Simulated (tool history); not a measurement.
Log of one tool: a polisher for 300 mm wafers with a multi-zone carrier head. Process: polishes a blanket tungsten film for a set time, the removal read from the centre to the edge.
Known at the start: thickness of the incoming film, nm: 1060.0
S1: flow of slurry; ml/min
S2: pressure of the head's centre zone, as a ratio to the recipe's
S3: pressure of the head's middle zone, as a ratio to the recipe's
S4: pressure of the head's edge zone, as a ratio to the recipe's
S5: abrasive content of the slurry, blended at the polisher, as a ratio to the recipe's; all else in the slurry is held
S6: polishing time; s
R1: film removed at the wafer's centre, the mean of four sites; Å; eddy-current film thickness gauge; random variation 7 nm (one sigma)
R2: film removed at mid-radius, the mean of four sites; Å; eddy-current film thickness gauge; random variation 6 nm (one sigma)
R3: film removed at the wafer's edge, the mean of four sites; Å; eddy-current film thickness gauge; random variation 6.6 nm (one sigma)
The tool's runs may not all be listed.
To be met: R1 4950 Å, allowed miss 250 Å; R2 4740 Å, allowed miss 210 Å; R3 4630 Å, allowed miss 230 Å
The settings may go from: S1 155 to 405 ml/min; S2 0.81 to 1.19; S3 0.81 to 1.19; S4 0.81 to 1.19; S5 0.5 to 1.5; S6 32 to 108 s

Run 1, hour 0: S1 260 ml/min, S2 1, S3 1, S4 1, S5 1, S6 70 s. Result: R1 3309.3 Å, R2 3489.7 Å, R3 3396.1 Å.
Run 2, hour 4.9: S1 265 ml/min, S2 1.03, S3 1.01, S4 1.02, S5 1.15, S6 73 s. Result: R1 3683.4 Å, R2 3826 Å, R3 3832.1 Å.
Run 3, hour 11.6: S1 270 ml/min, S2 1.07, S3 1.03, S4 1.02, S5 1.25, S6 74 s. Result: R1 3988.9 Å, R2 4014 Å, R3 3861.6 Å.
Run 4, hour 16.3: S1 270 ml/min, S2 1.09, S3 1.04, S4 1.04, S5 1.3, S6 76 s. Result: R1 4208.5 Å, R2 4135 Å, R3 4143.6 Å.
Run 5, hour 19.5: S1 275 ml/min, S2 1.11, S3 1.06, S4 1.05, S5 1.35, S6 77 s. Result: R1 4405.1 Å, R2 4304.7 Å, R3 4194.3 Å.
Run 6, hour 25.7: S1 275 ml/min, S2 1.06, S3 1.06, S4 1.05, S5 1.35, S6 77 s. Result: R1 4333.5 Å, R2 4288.9 Å, R3 4048.2 Å.
Run 7, hour 34.5: S1 270 ml/min, S2 1.07, S3 1.06, S4 1.06, S5 1.35, S6 79 s. Result: R1 4407.9 Å, R2 4447.6 Å, R3 4199.1 Å.
Run 8, hour 38.1: S1 270 ml/min, S2 1.08, S3 1.06, S4 1.06, S5 1.4, S6 80 s. Result: R1 4526.8 Å, R2 4539.7 Å, R3 4419 Å.
Run 9, hour 38.9: S1 275 ml/min, S2 1.09, S3 1.06, S4 1.06, S5 1.4, S6 80 s. Result: R1 4474.9 Å, R2 4506.1 Å, R3 4267.9 Å.
Run 10, hour 40.3: S1 275 ml/min, S2 1.11, S3 1.06, S4 1.06, S5 1.4, S6 81 s. Result: R1 4622.8 Å, R2 4544.7 Å, R3 4433 Å.

Which of these 4 next moves meets every target?
Run A, hour 41.7: S1 160 ml/min, S2 1.01, S3 0.84, S4 1.19, S5 1.2, S6 93 s. Result: R1 ?, R2 ?, R3 ?.
Run B, hour 41.7: S1 200 ml/min, S2 0.97, S3 0.98, S4 1.13, S5 0.95, S6 100 s. Result: R1 ?, R2 ?, R3 ?.
Run C, hour 41.7: S1 320 ml/min, S2 1.13, S3 1.04, S4 1.06, S5 1.45, S6 83 s. Result: R1 ?, R2 ?, R3 ?.
Run D, hour 41.7: S1 170 ml/min, S2 0.94, S3 0.98, S4 1.13, S5 0.9, S6 95 s. Result: R1 ?, R2 ?, R3 ?.

move      R1      R2      R3
   A    4418  4245.7  4872.7
   B  4472.4  4847.7  4929.1
   C  5090.2  4861.7  4568.8
   D  3957.8  4440.7  4542.6
A: further off than the last run
B: further off than the last run
C: meets every target
D: further off than the last run
The right move is C.

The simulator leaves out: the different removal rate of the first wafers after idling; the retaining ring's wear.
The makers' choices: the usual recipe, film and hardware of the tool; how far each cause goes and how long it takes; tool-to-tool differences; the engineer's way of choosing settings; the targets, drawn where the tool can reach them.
